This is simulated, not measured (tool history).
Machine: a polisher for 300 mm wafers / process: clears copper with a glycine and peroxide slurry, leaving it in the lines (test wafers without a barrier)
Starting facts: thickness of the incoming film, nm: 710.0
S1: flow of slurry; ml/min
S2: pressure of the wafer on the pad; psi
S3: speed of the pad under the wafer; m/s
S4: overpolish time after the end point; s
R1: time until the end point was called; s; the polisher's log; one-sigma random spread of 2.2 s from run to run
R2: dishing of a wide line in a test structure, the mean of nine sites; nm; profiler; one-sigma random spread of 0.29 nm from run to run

| run | hour | S1 | S2 | S3 | S4 | R1 | R2 |
|---|---|---|---|---|---|---|---|
| 1 | 0.0 | 145 | 2.2 | 1.14 | 12 | 125.01 | 39.706 |
| 2 | 7.5 | 135 | 2.0 | 1.20 | 11 | 129.57 | 36.238 |
| 3 | 14.0 | 135 | 2.0 | 1.20 | 7 | 133.10 | 25.345 |
| 4 | 18.7 | 135 | 2.0 | 1.20 | 5 | 130.64 | 18.917 |
| 5 | 23.4 | 135 | 2.0 | 1.20 | 10 | 124.96 | 33.471 |
| 6 | 26.1 | 135 | 2.0 | 1.44 | 10 | 113.77 | 35.734 |
| 7 | 30.7 | 150 | 2.0 | 1.34 | 9 | 117.80 | 32.891 |
| 8 | 36.8 | 140 | 2.1 | 1.26 | 8 | 120.71 | 30.422 |

Run 9 comes next. What will it give?
|  | 44.1 | head pressure recalibrated |
| 9 | 44.1 | 130 | 1.9 | 1.32 | 7 | ? | ? |

{"run 9": {"R1": 123.95, "R2": 26.561}}

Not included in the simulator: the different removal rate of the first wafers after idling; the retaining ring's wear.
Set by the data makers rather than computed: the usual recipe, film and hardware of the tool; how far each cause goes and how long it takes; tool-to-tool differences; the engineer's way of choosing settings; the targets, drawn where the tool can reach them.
